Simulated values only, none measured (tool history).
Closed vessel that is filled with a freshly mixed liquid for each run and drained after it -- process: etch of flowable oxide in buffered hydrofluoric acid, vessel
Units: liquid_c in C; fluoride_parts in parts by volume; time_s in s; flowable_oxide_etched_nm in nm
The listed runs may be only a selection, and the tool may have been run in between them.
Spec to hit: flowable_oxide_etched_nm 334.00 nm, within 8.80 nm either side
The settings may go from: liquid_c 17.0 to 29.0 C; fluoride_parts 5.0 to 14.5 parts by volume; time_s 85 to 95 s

run,hour,liquid_c,fluoride_parts,time_s,flowable_oxide_etched_nm
1,0.0,21.0,9.0,85,276.92
2,3.7,21.0,11.0,85,231.47
3,8.8,21.0,11.0,85,232.10
4,16.0,22.5,11.0,85,256.24
5,24.4,22.5,10.0,85,274.76
6,29.7,19.5,10.0,85,235.12
7,37.3,21.5,10.0,85,262.21
8,39.2,23.0,10.0,85,286.06

Next run, 4 choices. One meets every target within its allowed miss, the rest don't. Which?
A,41.1,23.0,13.5,90,?
B,41.1,24.0,9.5,90,?
C,41.1,23.5,10.0,85,?
D,41.1,22.0,11.0,90,?

move,flowable_oxide_etched_nm
A,227.20
B,332.26
C,295.64
D,262.70
A: further off than the last run
B: all results land within tolerance of their targets
C: nearer than the last run, and not there yet
D: further off than the last run
Go with B: it meets all targets.
